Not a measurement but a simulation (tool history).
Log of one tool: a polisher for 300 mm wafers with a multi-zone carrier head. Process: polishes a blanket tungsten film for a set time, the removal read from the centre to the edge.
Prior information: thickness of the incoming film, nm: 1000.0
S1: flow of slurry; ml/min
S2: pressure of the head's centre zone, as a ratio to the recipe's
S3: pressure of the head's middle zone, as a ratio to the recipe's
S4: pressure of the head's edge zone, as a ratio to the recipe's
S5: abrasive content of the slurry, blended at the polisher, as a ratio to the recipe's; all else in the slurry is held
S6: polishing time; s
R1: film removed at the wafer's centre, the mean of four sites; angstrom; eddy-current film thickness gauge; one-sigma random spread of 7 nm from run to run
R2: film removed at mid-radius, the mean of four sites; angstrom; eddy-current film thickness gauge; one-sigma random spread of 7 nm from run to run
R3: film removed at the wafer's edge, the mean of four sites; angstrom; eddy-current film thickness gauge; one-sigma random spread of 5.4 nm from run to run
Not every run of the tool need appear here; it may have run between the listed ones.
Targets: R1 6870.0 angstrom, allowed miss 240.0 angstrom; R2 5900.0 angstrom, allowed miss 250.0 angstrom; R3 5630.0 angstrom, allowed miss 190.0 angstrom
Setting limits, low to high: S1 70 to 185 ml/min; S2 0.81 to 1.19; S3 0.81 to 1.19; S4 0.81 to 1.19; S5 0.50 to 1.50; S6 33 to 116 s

run	hour	S1	S2	S3	S4	S5	S6	R1	R2	R3
1	0.0	120	1.00	1.00	1.00	1.00	74	3871.0	3805.8	3957.2
2	3.5	130	1.04	1.02	1.01	1.10	76	4284.5	4146.0	4090.3
3	6.5	135	1.06	1.02	1.03	1.20	80	4685.4	4475.3	4488.7
4	15.2	155	1.06	1.02	1.03	1.20	80	4785.0	4660.5	4456.7
5	16.7	155	1.09	1.02	1.03	1.25	83	5200.5	4844.3	4762.9
6	21.9	160	1.11	1.03	1.02	1.30	85	5572.3	4965.0	4910.2
7	30.7	165	1.12	1.04	1.02	1.35	86	5687.1	5181.0	5035.3
8	39.1	170	1.13	1.05	1.02	1.35	88	5932.1	5380.4	5199.1

Exactly one of the 5 candidate moves below puts every result within its allowed miss. Which one?
A	47.5	185	1.10	1.12	1.04	1.40	91	?	?	?
B	47.5	170	1.16	1.03	0.96	1.25	100	?	?	?
C	47.5	175	1.19	0.98	1.01	1.30	104	?	?	?
D	47.5	130	1.19	1.05	1.09	1.50	100	?	?	?
E	47.5	155	1.19	0.97	1.07	1.40	105	?	?	?

move	R1	R2	R3
A	6101.3	5952.1	5430.2
B	6817.8	5910.1	5571.4
C	7364.2	5981.0	6004.8
D	6880.8	5934.5	5941.4
E	7379.3	5959.8	6240.1
A: moves toward the targets from the last run without getting all of them in spec
B: each result inside its tolerance
C: takes the result that was furthest off past its target
D: meets the target for the result that was furthest off, but another lies outside its allowed miss
E: takes the result that was furthest off past its target
The move that meets every target is B.
